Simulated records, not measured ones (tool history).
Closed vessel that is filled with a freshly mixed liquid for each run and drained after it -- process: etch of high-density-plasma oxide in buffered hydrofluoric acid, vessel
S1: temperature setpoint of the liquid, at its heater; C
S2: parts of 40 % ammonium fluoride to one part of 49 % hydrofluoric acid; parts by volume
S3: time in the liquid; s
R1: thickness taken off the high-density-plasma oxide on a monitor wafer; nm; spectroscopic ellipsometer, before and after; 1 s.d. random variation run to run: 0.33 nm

run  hour    S1    S2   S3       R1
  1   0.0  23.0  16.5  105   89.854
  2   6.8  22.0  16.5  105   84.326
  3  14.6  25.0  16.5  105  100.640
  4  21.4  25.0  16.5  105  100.950
  5  29.1  23.5  16.5  105   92.609
  6  31.3  23.5  16.5  105   92.862
  7  36.4  22.5  16.5  105   87.923
  8  40.1  21.5  16.5  105   82.690

Run 9 comes next. What will it give?
  9  43.2  20.5  16.5  105   ?

Run 9 yielded R1 78.596 nm.
